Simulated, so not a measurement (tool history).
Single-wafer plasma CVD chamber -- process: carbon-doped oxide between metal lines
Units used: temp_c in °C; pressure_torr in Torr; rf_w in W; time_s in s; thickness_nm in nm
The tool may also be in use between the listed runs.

run,day,temp_c,pressure_torr,rf_w,time_s,thickness_nm
1,0,365,3.56,585,6.23,31.574
2,0.217,370,3.56,585,6.23,30.914
3,0.412,370,3.56,625,6.23,32.361
4,0.779,374,3.56,625,6.23,32.114
5,1.058,373,3.63,645,6.23,32.432
6,1.375,371,3.65,665,6.23,33.451
7,1.675,370,3.68,680,6.23,33.86
8,1.758,369,3.7,695,6.23,34.411
9,1.846,368,3.72,705,6.23,35.142
10,2.183,367,3.74,710,6.23,34.896

Run 11 comes next. What will it give?
11,2.529,367,3.75,720,6.23,?

{"run 11": {"thickness_nm": 35.393}}

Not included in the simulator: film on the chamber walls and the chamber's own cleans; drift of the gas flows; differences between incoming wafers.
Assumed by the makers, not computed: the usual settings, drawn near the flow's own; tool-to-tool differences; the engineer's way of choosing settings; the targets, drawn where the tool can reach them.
